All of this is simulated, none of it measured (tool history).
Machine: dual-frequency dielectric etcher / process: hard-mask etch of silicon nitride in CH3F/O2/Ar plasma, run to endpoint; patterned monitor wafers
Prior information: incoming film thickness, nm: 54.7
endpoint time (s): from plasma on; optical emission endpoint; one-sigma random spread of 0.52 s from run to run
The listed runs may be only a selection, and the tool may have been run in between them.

run,hour,source power (W),bias power (W),endpoint time (s)
1,0,510,78,73.444
2,7.4,520,79,73.262
3,13.6,530,80,72.12
4,17.6,620,80,68.582
5,20.1,570,80,71.157
6,22.4,580,81,70.208
7,23.3,590,82,68.672
8,24.3,600,82,68.412

What will run 9 give?
9,29.7,600,82,?

endpoint time (s): 68.456
